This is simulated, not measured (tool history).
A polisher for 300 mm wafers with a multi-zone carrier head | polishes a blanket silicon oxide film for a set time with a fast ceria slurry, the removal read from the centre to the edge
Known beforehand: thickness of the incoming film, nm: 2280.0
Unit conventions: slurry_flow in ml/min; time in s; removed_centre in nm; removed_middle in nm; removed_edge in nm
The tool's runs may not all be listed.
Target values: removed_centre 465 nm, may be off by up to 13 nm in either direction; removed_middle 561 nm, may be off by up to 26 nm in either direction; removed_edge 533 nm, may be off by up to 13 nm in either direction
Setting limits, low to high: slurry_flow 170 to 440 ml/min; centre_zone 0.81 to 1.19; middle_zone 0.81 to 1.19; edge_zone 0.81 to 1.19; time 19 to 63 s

| run | day | slurry_flow | centre_zone | middle_zone | edge_zone | time | removed_centre | removed_middle | removed_edge |
|---|---|---|---|---|---|---|---|---|---|
| 1 | 0 | 280 | 1 | 1 | 1 | 41 | 681.65 | 660.79 | 671.25 |
| 2 | 0.121 | 280 | 1 | 0.92 | 1 | 41 | 697.88 | 647.42 | 675.59 |
| 3 | 0.346 | 345 | 1 | 0.92 | 1 | 41 | 700.83 | 652.06 | 684.48 |
| 4 | 0.679 | 345 | 1 | 0.92 | 1.08 | 41 | 687.66 | 638.09 | 713.31 |
| 5 | 0.754 | 345 | 0.98 | 0.93 | 1.06 | 40 | 663.45 | 646.08 | 685.83 |
| 6 | 0.983 | 345 | 0.9 | 0.93 | 1.06 | 40 | 616.87 | 627.16 | 695.18 |
| 7 | 1.196 | 345 | 0.9 | 0.93 | 1.06 | 40 | 614.55 | 638.76 | 691.32 |
| 8 | 1.342 | 345 | 0.89 | 0.94 | 1.05 | 39 | 601.25 | 630.56 | 668.62 |
| 9 | 1.396 | 345 | 0.88 | 0.95 | 1.05 | 38 | 579.57 | 621.53 | 660.16 |
| 10 | 1.738 | 345 | 0.88 | 0.95 | 1.05 | 38 | 577.4 | 617.76 | 656.94 |
| 11 | 1.821 | 265 | 0.81 | 1 | 0.95 | 33 | 450.81 | 551.83 | 530.53 |

Exactly one of the 5 candidate moves below puts every result within its allowed miss. Which one?
| A | 1.904 | 270 | 0.81 | 1.04 | 1.01 | 32 | ? | ? | ? |
| B | 1.904 | 170 | 0.83 | 1.01 | 0.92 | 34 | ? | ? | ? |
| C | 1.904 | 225 | 0.85 | 0.94 | 1.05 | 32 | ? | ? | ? |
| D | 1.904 | 250 | 0.81 | 1.05 | 0.98 | 32 | ? | ? | ? |
| E | 1.904 | 265 | 0.82 | 1.01 | 0.95 | 32 | ? | ? | ? |

| move | removed_centre | removed_middle | removed_edge |
|---|---|---|---|
| A | 437.02 | 541.9 | 529.22 |
| B | 459.72 | 545.12 | 526.15 |
| C | 451.48 | 491.73 | 535.34 |
| D | 434.69 | 543.67 | 519.58 |
| E | 441.51 | 528.01 | 513.68 |
A: the biggest miss grows against the last run
B: meets every target
C: the biggest miss grows against the last run
D: the biggest miss grows against the last run
E: the biggest miss grows against the last run
Correct choice: B, which meets every target
